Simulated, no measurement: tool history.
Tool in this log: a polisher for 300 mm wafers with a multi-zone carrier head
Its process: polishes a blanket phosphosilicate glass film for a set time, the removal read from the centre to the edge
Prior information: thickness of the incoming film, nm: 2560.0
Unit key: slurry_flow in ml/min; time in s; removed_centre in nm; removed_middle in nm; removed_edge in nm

Run 1, hour 0.0: slurry_flow 210 ml/min, centre_zone 1.00, middle_zone 1.00, edge_zone 1.00, slurry_solids 1.00, time 56 s. Result: removed_centre 379.12 nm, removed_middle 380.76 nm, removed_edge 378.34 nm.
Run 2, hour 4.7: slurry_flow 210 ml/min, centre_zone 1.00, middle_zone 1.00, edge_zone 0.97, slurry_solids 1.00, time 56 s. Result: removed_centre 380.15 nm, removed_middle 378.80 nm, removed_edge 360.76 nm.
Run 3, hour 9.7: slurry_flow 210 ml/min, centre_zone 1.00, middle_zone 1.06, edge_zone 0.97, slurry_solids 1.00, time 56 s. Result: removed_centre 378.28 nm, removed_middle 395.98 nm, removed_edge 364.25 nm.
Run 4, hour 18.3: slurry_flow 230 ml/min, centre_zone 1.05, middle_zone 1.09, edge_zone 1.00, slurry_solids 1.15, time 56 s. Result: removed_centre 430.57 nm, removed_middle 447.21 nm, removed_edge 403.90 nm.
Run 5, hour 20.5: slurry_flow 230 ml/min, centre_zone 1.05, middle_zone 1.09, edge_zone 0.94, slurry_solids 1.15, time 56 s. Result: removed_centre 423.02 nm, removed_middle 446.38 nm, removed_edge 398.72 nm.
Run 6, hour 23.5: slurry_flow 230 ml/min, centre_zone 1.05, middle_zone 1.09, edge_zone 0.94, slurry_solids 1.15, time 43 s. Result: removed_centre 331.22 nm, removed_middle 343.94 nm, removed_edge 302.79 nm.

What does the tool deliver on the next run?
Run 7, hour 26.0: slurry_flow 245 ml/min, centre_zone 1.09, middle_zone 1.10, edge_zone 0.98, slurry_solids 1.25, time 47 s. Result: removed_centre ?, removed_middle ?, removed_edge ?.

Run 7 produced removed_centre 392.58 nm, removed_middle 395.91 nm, removed_edge 348.73 nm.

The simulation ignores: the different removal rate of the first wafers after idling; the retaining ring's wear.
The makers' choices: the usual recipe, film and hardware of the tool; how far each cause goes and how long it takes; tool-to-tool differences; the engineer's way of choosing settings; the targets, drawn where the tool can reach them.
